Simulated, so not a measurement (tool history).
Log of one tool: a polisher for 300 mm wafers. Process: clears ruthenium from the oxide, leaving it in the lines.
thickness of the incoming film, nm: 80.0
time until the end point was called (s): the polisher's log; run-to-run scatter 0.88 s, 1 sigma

run,day,flow of slurry (ml/min),pressure of the wafer on the pad (psi),speed of the pad under the wafer (m/s),overpolish time after the end point (s),time until the end point was called (s)
1,0.000,270,1.6,1.28,8,76.880
2,0.167,270,1.8,1.28,8,67.790
3,0.429,270,1.8,1.28,8,66.123
4,0.671,270,1.9,1.30,8,63.891
5,0.704,270,1.9,1.46,8,61.525
6,0.817,270,1.9,1.46,8,59.041
7,1.146,270,2.0,1.48,8,56.399
8,1.512,270,2.1,1.50,8,53.233

Run 9 is up next; what results do you expect?
9,1.625,270,2.2,1.52,8,?

Run 9 gave time until the end point was called (s) 50.354.
